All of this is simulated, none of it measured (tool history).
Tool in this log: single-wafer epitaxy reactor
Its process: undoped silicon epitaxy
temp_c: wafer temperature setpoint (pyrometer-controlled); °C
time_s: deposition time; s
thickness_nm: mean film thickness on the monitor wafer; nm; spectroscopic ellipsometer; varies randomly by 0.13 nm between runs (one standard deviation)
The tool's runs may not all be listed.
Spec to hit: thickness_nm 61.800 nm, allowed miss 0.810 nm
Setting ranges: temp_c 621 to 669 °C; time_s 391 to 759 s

run  hour  temp_c  time_s  thickness_nm
  1   0.0     645     575        81.307
  2   3.7     644     575        79.576
  3  11.1     652     575        95.865
  4  14.7     652     538        89.669
  5  23.4     646     538        77.923
  6  26.5     645     538        76.205
  7  28.4     644     538        74.411
  8  35.1     643     538        72.536
  9  38.7     642     538        71.120
 10  45.7     641     538        69.395
 11  50.2     640     538        67.876
 12  54.5     638     538        64.682
     63.3  -- pyrometer calibrated
 13  63.3     637     538        67.595
 14  69.6     636     538        65.989
 15  77.8     634     538        63.000

Consider the 5 candidate settings below. Which is the only one whose results all fall within their allowed miss of target?
  A  86.0     635     528             ?
  B  86.0     637     505             ?
  C  86.0     647     401             ?
  D  86.0     631     578             ?
  E  86.0     635     512             ?

move  thickness_nm
   A        63.522
   B        63.691
   C        63.829
   D        63.232
   E        61.597
A: the biggest miss grows against the last run
B: the biggest miss grows against the last run
C: the biggest miss grows against the last run
D: the biggest miss grows against the last run
E: all results in spec
E meets every target.
